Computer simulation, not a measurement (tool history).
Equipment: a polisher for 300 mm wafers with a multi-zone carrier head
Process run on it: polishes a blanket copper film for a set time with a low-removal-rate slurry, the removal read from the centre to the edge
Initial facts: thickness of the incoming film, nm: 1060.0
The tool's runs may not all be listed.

run	day	flow of slurry (ml/min)	pressure of the head's centre zone	pressure of the head's middle zone	pressure of the head's edge zone	abrasive content of the slurry	polishing time (s)	film removed at the wafer's centre (nm)	film removed at mid-radius (nm)	film removed at the wafer's edge (nm)
1	0.000	290	1.00	1.00	1.00	1.00	55	315.28	318.29	302.21
2	0.029	290	1.03	1.00	1.00	1.00	55	327.90	321.43	295.80
3	0.129	290	1.03	1.00	1.00	1.00	48	288.35	284.06	265.23
4	0.275	290	1.11	1.00	1.00	1.00	48	308.76	285.60	261.08
5	0.621	280	1.04	0.98	1.05	1.10	50	307.06	288.92	290.10
6	0.921	280	1.04	0.98	1.05	1.20	50	308.04	301.88	294.17
# day 1.058: edge zone pressure recalibrated
7	1.058	270	1.00	0.97	1.08	1.25	51	305.39	311.99	324.16
8	1.208	265	0.98	0.96	1.10	1.25	51	300.08	302.72	324.06
9	1.308	260	0.96	0.96	1.12	1.30	51	298.62	298.26	333.26
10	1.400	255	0.94	0.97	1.13	1.35	51	289.81	310.80	339.35
11	1.500	255	0.93	0.97	1.14	1.35	51	289.49	307.88	337.55

The next listed run, before its measurement:
12	1.725	250	0.92	0.96	1.15	1.40	51	?	?	?

film removed at the wafer's centre (nm): 289.44
film removed at mid-radius (nm): 299.44
film removed at the wafer's edge (nm): 342.09
